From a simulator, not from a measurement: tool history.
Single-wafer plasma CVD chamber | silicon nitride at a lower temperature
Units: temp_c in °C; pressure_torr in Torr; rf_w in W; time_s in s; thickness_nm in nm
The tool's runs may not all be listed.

run,hour,temp_c,pressure_torr,rf_w,time_s,thickness_nm
1,0,345,1.64,340,31.6,40.868
2,8.8,345,1.64,310,31.6,39.385
3,16.4,345,1.64,290,31.6,37.846
4,19.3,340,1.64,290,31.6,38.758
5,24.5,340,1.64,290,31.6,38.503
6,27.8,341,1.55,285,31.6,36.762
7,30.3,342,1.5,285,31.6,36.683
8,32.7,343,1.43,285,31.6,35.934
9,33.5,344,1.37,285,31.6,35.484
10,36.6,344,1.32,285,31.6,34.815
11,37.8,344,0.99,260,31.6,28.329
12,41.1,344,1.02,260,31.6,29.414
13,49.4,344,1.28,265,31.6,33.498
14,55.3,343,1.27,265,31.6,33.013
15,63.3,343,1.25,265,31.6,32.935
16,65,343,1.02,255,31.6,28.962

Forecast run 17:
17,69.5,343,1.05,255,31.6,?

thickness_nm: 29.607 nm

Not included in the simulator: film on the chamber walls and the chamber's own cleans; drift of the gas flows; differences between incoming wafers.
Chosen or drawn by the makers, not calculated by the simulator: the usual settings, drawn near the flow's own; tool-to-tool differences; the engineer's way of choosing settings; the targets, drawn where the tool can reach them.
